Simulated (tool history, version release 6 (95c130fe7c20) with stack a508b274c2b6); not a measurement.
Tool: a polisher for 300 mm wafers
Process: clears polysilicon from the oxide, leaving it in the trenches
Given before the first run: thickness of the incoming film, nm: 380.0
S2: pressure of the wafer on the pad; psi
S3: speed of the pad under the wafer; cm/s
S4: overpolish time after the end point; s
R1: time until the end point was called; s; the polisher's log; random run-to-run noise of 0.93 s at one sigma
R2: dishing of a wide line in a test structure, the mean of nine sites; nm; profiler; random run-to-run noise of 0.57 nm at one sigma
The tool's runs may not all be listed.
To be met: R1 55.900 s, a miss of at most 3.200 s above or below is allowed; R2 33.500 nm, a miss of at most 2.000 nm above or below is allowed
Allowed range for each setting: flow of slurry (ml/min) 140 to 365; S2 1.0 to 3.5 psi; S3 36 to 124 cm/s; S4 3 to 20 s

{"run": 1, "hour": 0.0, "flow of slurry (ml/min)": 235, "S2": 2.2, "S3": 80, "S4": 10, "R1": 35.774, "R2": 38.482}
{"run": 2, "hour": 2.0, "flow of slurry (ml/min)": 235, "S2": 2.0, "S3": 80, "S4": 9, "R1": 38.055, "R2": 35.879}
{"run": 3, "hour": 3.3, "flow of slurry (ml/min)": 275, "S2": 2.0, "S3": 80, "S4": 9, "R1": 37.493, "R2": 36.512}
{"run": 4, "hour": 4.9, "flow of slurry (ml/min)": 275, "S2": 1.8, "S3": 78, "S4": 9, "R1": 40.707, "R2": 36.47}
{"run": 5, "hour": 8.8, "flow of slurry (ml/min)": 275, "S2": 1.8, "S3": 72, "S4": 9, "R1": 43.292, "R2": 35.272}
{"run": 6, "hour": 10.2, "flow of slurry (ml/min)": 275, "S2": 1.8, "S3": 72, "S4": 6, "R1": 43.631, "R2": 31.07}
{"run": 7, "hour": 14.5, "flow of slurry (ml/min)": 275, "S2": 1.8, "S3": 72, "S4": 6, "R1": 44.488, "R2": 31.54}
{"run": 8, "hour": 22.9, "flow of slurry (ml/min)": 275, "S2": 1.6, "S3": 72, "S4": 7, "R1": 48.632, "R2": 31.992}
{"run": 9, "hour": 23.9, "flow of slurry (ml/min)": 270, "S2": 1.5, "S3": 72, "S4": 8, "R1": 50.714, "R2": 33.791}
{"run": 10, "hour": 32.5, "flow of slurry (ml/min)": 265, "S2": 1.5, "S3": 72, "S4": 8, "R1": 52.532, "R2": 34.004}
{"run": 11, "hour": 35.5, "flow of slurry (ml/min)": 260, "S2": 1.5, "S3": 72, "S4": 8, "R1": 52.651, "R2": 32.952}
{"run": 12, "hour": 39.5, "flow of slurry (ml/min)": 255, "S2": 1.5, "S3": 72, "S4": 8, "R1": 50.678, "R2": 32.669}

Which single option among these 5 for the next run brings every result within its allowed miss of target? Just one does.
{"run": "A", "hour": 43.5, "flow of slurry (ml/min)": 270, "S2": 1.7, "S3": 76, "S4": 7, "R1": "?", "R2": "?"}
{"run": "B", "hour": 43.5, "flow of slurry (ml/min)": 215, "S2": 1.7, "S3": 84, "S4": 6, "R1": "?", "R2": "?"}
{"run": "C", "hour": 43.5, "flow of slurry (ml/min)": 255, "S2": 1.7, "S3": 72, "S4": 8, "R1": "?", "R2": "?"}
{"run": "D", "hour": 43.5, "flow of slurry (ml/min)": 265, "S2": 1.7, "S3": 78, "S4": 8, "R1": "?", "R2": "?"}
{"run": "E", "hour": 43.5, "flow of slurry (ml/min)": 235, "S2": 1.7, "S3": 54, "S4": 9, "R1": "?", "R2": "?"}

move=A R1=44.928 R2=33.525
move=B R1=43.036 R2=32.075
move=C R1=46.926 R2=34.619
move=D R1=44.210 R2=35.298
move=E R1=57.140 R2=33.661
A: further off than the last run
B: further off than the last run
C: further off than the last run
D: further off than the last run
E: meets every target
So the answer is move E, the one that meets all the targets.
